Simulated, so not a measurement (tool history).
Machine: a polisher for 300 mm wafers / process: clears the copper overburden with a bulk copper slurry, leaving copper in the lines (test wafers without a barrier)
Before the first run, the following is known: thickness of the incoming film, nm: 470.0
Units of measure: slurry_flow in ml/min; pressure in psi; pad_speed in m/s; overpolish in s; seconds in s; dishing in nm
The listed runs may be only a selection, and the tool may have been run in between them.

{"run": 1, "day": 0.0, "slurry_flow": 275, "pressure": 1.7, "pad_speed": 1.06, "slurry_solids": 1, "overpolish": 23, "seconds": 87.285, "dishing": 64.259}
{"run": 2, "day": 0.367, "slurry_flow": 310, "pressure": 1.7, "pad_speed": 1.06, "slurry_solids": 1, "overpolish": 23, "seconds": 81.391, "dishing": 63.837}
{"run": 3, "day": 0.675, "slurry_flow": 320, "pressure": 1.7, "pad_speed": 1.06, "slurry_solids": 1, "overpolish": 23, "seconds": 83.344, "dishing": 64.676}
{"run": 4, "day": 0.754, "slurry_flow": 320, "pressure": 1.7, "pad_speed": 1.06, "slurry_solids": 1, "overpolish": 17, "seconds": 83.774, "dishing": 52.585}
{"run": 5, "day": 0.883, "slurry_flow": 320, "pressure": 1.7, "pad_speed": 1.06, "slurry_solids": 1, "overpolish": 25, "seconds": 84.424, "dishing": 68.666}
{"run": 6, "day": 1.05, "slurry_flow": 320, "pressure": 1.7, "pad_speed": 1.06, "slurry_solids": 1, "overpolish": 24, "seconds": 86.803, "dishing": 67.314}
{"run": 7, "day": 1.412, "slurry_flow": 320, "pressure": 1.7, "pad_speed": 1.06, "slurry_solids": 1, "overpolish": 23, "seconds": 84.882, "dishing": 65.129}

Predict the results of run 8:
{"run": 8, "day": 1.608, "slurry_flow": 320, "pressure": 1.7, "pad_speed": 1.06, "slurry_solids": 1, "overpolish": 22, "seconds": "?", "dishing": "?"}

seconds: 85.422 s
dishing: 62.854 nm
